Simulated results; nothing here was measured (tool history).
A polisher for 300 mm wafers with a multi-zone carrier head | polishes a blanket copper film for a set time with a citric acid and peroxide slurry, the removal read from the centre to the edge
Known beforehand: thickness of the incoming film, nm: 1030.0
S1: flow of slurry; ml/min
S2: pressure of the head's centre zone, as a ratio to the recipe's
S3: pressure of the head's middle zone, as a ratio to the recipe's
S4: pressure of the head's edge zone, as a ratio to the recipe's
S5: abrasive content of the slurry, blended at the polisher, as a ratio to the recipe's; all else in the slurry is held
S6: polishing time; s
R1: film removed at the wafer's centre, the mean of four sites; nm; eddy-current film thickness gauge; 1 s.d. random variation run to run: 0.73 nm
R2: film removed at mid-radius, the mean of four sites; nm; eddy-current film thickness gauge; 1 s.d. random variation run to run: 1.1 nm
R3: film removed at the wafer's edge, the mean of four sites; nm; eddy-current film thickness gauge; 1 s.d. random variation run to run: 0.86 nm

run,hour,S1,S2,S3,S4,S5,S6,R1,R2,R3
1,0,315,1,1,1,1,61,99.68,102.72,98.909
2,1.6,315,1.07,1,1,1,61,103.67,101.88,97.539
3,10,315,1.05,0.99,0.98,0.85,58,96.655,92.792,92.512
4,14.7,315,1.05,0.99,1.02,0.85,58,96.773,90.429,92.405
5,22.2,315,1.05,1.01,1,0.8,54,87.223,87.708,84.697
6,23.2,380,1.05,1.01,1,0.8,54,89.729,89.362,85.868
7,26.4,380,1.05,1.01,0.99,0.75,52,86.658,83.997,80.753

The next listed run, before its measurement:
8,31.5,385,1.03,1.01,0.98,0.7,51,?,?,?

{"run 8": {"R1": 81.672, "R2": 83.078, "R3": 77.21}}
